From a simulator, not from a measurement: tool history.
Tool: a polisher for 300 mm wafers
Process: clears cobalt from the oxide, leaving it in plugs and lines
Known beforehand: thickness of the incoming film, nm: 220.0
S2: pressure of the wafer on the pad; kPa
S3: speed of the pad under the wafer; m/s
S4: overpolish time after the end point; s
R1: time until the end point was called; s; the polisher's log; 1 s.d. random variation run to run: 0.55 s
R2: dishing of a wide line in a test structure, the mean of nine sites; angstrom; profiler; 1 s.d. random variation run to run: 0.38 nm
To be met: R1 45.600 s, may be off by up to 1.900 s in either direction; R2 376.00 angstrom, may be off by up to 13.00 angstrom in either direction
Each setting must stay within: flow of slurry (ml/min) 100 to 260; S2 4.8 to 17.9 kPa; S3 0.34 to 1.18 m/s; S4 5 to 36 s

run 1 hour=0.0 | flow_of_slurry_(ml/min)=165 S2=11.0 S3=0.76 S4=18 | R1=77.019 R2=349.80
run 2 hour=4.0 | flow_of_slurry_(ml/min)=165 S2=11.0 S3=0.86 S4=18 | R1=69.121 R2=377.14
run 3 hour=11.2 | flow_of_slurry_(ml/min)=165 S2=13.1 S3=0.86 S4=18 | R1=57.840 R2=419.81
run 4 hour=19.4 | flow_of_slurry_(ml/min)=165 S2=13.1 S3=0.86 S4=11 | R1=56.733 R2=300.02
run 5 hour=21.8 | flow_of_slurry_(ml/min)=165 S2=13.1 S3=0.86 S4=14 | R1=55.993 R2=355.89
run 6 hour=27.7 | flow_of_slurry_(ml/min)=165 S2=15.2 S3=0.86 S4=14 | R1=49.269 R2=388.38
run 7 hour=31.4 | flow_of_slurry_(ml/min)=170 S2=15.2 S3=0.86 S4=14 | R1=50.079 R2=393.69
run 8 hour=37.3 | flow_of_slurry_(ml/min)=165 S2=15.9 S3=0.86 S4=13 | R1=48.588 R2=380.73
run 9 hour=41.4 | flow_of_slurry_(ml/min)=170 S2=15.9 S3=0.86 S4=13 | R1=48.347 R2=387.23
run 10 hour=47.7 | flow_of_slurry_(ml/min)=170 S2=15.9 S3=0.86 S4=13 | R1=48.717 R2=379.33
run 11 hour=51.1 | flow_of_slurry_(ml/min)=170 S2=15.9 S3=0.86 S4=13 | R1=48.468 R2=389.46

Below are 5 possible settings for the next run. Only one of them brings all results inside the allowed miss of their targets. Which is it?
run A hour=54.5 | flow_of_slurry_(ml/min)=185 S2=17.9 S3=0.66 S4=15 | R1=? R2=?
run B hour=54.5 | flow_of_slurry_(ml/min)=155 S2=14.5 S3=1.04 S4=14 | R1=? R2=?
run C hour=54.5 | flow_of_slurry_(ml/min)=125 S2=17.9 S3=0.80 S4=14 | R1=? R2=?
run D hour=54.5 | flow_of_slurry_(ml/min)=215 S2=16.5 S3=0.82 S4=12 | R1=? R2=?
run E hour=54.5 | flow_of_slurry_(ml/min)=210 S2=17.2 S3=0.76 S4=14 | R1=? R2=?

move=A R1=52.271 R2=393.58
move=B R1=45.630 R2=410.04
move=C R1=47.903 R2=397.81
move=D R1=46.595 R2=366.49
move=E R1=47.754 R2=398.78
A: further off than the last run
B: the worst result of the last run now meets its target, but another is out of spec
C: further off than the last run
D: meets every target
E: further off than the last run
D is the move that brings every result within its allowed miss.
